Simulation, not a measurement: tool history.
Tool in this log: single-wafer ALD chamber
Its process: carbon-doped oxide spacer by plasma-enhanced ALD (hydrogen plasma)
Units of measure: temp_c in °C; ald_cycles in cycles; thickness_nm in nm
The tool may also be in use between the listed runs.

run,hour,temp_c,ald_cycles,thickness_nm
1,0.0,415,477,20.775
2,2.6,415,501,21.703
3,10.8,405,501,22.310
4,18.5,405,532,23.764
5,20.1,410,483,21.001
6,25.2,412,450,19.547
7,32.2,424,374,15.718

Forecast run 8:
8,39.3,425,373,?

For run 8 the tool returned thickness_nm 15.703 nm.
